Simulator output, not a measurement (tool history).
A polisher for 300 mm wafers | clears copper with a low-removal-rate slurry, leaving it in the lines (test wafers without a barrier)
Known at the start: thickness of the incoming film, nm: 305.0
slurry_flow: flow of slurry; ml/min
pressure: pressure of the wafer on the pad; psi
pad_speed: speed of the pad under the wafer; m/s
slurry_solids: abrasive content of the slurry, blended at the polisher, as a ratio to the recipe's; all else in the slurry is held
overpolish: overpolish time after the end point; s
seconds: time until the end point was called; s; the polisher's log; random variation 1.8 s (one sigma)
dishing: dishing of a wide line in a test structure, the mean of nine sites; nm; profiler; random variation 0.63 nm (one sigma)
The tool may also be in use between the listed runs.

{"run": 1, "hour": 0.0, "slurry_flow": 235, "pressure": 2.8, "pad_speed": 1.1, "slurry_solids": 1, "overpolish": 21, "seconds": 81.782, "dishing": 52.989}
{"run": 2, "hour": 3.3, "slurry_flow": 235, "pressure": 2.8, "pad_speed": 1.1, "slurry_solids": 0.85, "overpolish": 21, "seconds": 87.432, "dishing": 50.849}
{"run": 3, "hour": 9.8, "slurry_flow": 235, "pressure": 2.3, "pad_speed": 1.06, "slurry_solids": 0.85, "overpolish": 23, "seconds": 101.73, "dishing": 49.096}
{"run": 4, "hour": 14.7, "slurry_flow": 235, "pressure": 2.3, "pad_speed": 1.32, "slurry_solids": 0.85, "overpolish": 23, "seconds": 80.99, "dishing": 58.261}
{"run": 5, "hour": 19.3, "slurry_flow": 230, "pressure": 2, "pad_speed": 1.18, "slurry_solids": 0.85, "overpolish": 23, "seconds": 98.69, "dishing": 47.362}
{"run": 6, "hour": 24.3, "slurry_flow": 230, "pressure": 1.8, "pad_speed": 1.06, "slurry_solids": 0.8, "overpolish": 24, "seconds": 117.09, "dishing": 43.261}

Forecast run 7:
{"run": 7, "hour": 30.5, "slurry_flow": 230, "pressure": 1.8, "pad_speed": 1.06, "slurry_solids": 0.8, "overpolish": 24, "seconds": "?", "dishing": "?"}

seconds: 116.38 s
dishing: 44.79 nm

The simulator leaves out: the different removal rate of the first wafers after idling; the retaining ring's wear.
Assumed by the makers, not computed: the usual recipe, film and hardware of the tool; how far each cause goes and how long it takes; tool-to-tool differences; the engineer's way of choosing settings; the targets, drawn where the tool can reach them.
